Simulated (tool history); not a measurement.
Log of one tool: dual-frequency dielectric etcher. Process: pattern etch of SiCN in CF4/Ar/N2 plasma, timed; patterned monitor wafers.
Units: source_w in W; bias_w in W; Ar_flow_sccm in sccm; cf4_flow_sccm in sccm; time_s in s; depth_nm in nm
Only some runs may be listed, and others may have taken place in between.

run,day,source_w,bias_w,Ar_flow_sccm,cf4_flow_sccm,time_s,depth_nm
1,0.000,580,64,74,49,139.0,144.75
2,0.358,620,65,74,49,139.0,155.76
3,0.458,620,65,74,41,139.0,151.36
4,0.512,530,65,74,41,139.0,129.59
5,0.654,580,66,74,41,139.0,142.57
6,0.792,660,66,74,41,139.0,163.74

For run 7, what comes out?
7,0.842,680,66,74,41,139.0,?

depth_nm: 169.16 nm
